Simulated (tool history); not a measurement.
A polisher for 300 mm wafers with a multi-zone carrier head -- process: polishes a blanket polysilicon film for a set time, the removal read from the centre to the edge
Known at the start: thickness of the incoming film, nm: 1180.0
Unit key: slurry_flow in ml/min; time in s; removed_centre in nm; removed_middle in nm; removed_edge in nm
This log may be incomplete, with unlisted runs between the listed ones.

Run 1, day 0.000: slurry_flow 210 ml/min, centre_zone 1.00, middle_zone 1.00, edge_zone 1.00, time 35 s. Result: removed_centre 200.65 nm, removed_middle 204.35 nm, removed_edge 207.18 nm.
Run 2, day 0.046: slurry_flow 210 ml/min, centre_zone 1.00, middle_zone 1.06, edge_zone 1.00, time 35 s. Result: removed_centre 199.32 nm, removed_middle 216.42 nm, removed_edge 208.23 nm.
Run 3, day 0.367: slurry_flow 205 ml/min, centre_zone 0.99, middle_zone 1.03, edge_zone 0.98, time 34 s. Result: removed_centre 190.43 nm, removed_middle 201.97 nm, removed_edge 193.30 nm.
Run 4, day 0.429: slurry_flow 205 ml/min, centre_zone 0.91, middle_zone 1.03, edge_zone 0.98, time 34 s. Result: removed_centre 174.45 nm, removed_middle 201.30 nm, removed_edge 198.03 nm.
Run 5, day 0.492: slurry_flow 200 ml/min, centre_zone 0.90, middle_zone 1.00, edge_zone 0.96, time 34 s. Result: removed_centre 174.93 nm, removed_middle 192.72 nm, removed_edge 194.73 nm.
Run 6, day 0.733: slurry_flow 195 ml/min, centre_zone 0.89, middle_zone 0.99, edge_zone 0.94, time 34 s. Result: removed_centre 173.19 nm, removed_middle 189.98 nm, removed_edge 189.61 nm.

Estimate the outcome of run 7 from the log above:
Run 7, day 1.021: slurry_flow 190 ml/min, centre_zone 0.88, middle_zone 0.97, edge_zone 0.93, time 34 s. Result: removed_centre ?, removed_middle ?, removed_edge ?.

removed_centre: 168.05 nm
removed_middle: 185.43 nm
removed_edge: 192.50 nm
